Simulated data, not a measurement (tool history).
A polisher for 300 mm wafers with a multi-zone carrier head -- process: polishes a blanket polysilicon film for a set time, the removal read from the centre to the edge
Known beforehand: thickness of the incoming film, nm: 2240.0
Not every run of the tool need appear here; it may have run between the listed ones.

run,day,flow of slurry (ml/min),pressure of the head's centre zone,pressure of the head's middle zone,pressure of the head's edge zone,polishing time (s),film removed at the wafer's centre (angstrom),film removed at mid-radius (angstrom),film removed at the wafer's edge (angstrom)
1,0,235,1,1,1,64,5135.6,4970.7,5176
2,0.342,195,1,1,1,64,5032,4871.8,5248.3
3,0.508,200,1.06,1.01,1.01,71,5973.9,5571.7,5616.4
4,0.704,200,1.02,1.01,1.01,71,5610.3,5528.9,5644.9
5,0.925,195,1.07,0.98,1.03,78,6600.2,5851.8,6361.9
6,1.212,195,1.07,0.98,0.99,78,6366.7,5843.2,6383.3
7,1.254,205,1.1,0.98,1.02,81,6847,6114.4,6677.1
8,1.504,190,1.13,0.99,1.08,83,7301.1,6360,6962.2

What does the tool deliver on the next run?
9,1.746,220,1.15,0.99,1.05,85,?,?,?

film removed at the wafer's centre (angstrom): 7618.3
film removed at mid-radius (angstrom): 6600.4
film removed at the wafer's edge (angstrom): 7150
